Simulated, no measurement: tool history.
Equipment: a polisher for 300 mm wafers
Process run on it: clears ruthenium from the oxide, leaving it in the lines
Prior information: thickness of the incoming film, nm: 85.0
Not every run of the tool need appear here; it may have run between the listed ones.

run	hour	flow of slurry (ml/min)	pressure of the wafer on the pad (kPa)	speed of the pad under the wafer (m/s)	overpolish time after the end point (s)	time until the end point was called (s)
1	0.0	155	15.2	0.92	3	97.135
2	5.0	155	15.2	1.04	3	90.947
3	9.1	120	15.2	1.04	3	92.837
4	16.9	120	15.2	0.86	3	107.670
5	19.6	120	15.2	0.86	3	110.540
6	26.1	95	15.2	0.86	3	117.210
7	31.0	95	13.8	0.86	3	124.040
8	34.8	95	12.4	0.86	3	136.950
9	43.1	95	9.7	0.84	3	179.600
10	45.1	95	9.7	0.84	3	176.520

Estimate the outcome of run 11 from the log above:
11	50.4	100	9.7	0.84	3	?

{"run 11": {"time until the end point was called (s)": 175.78}}
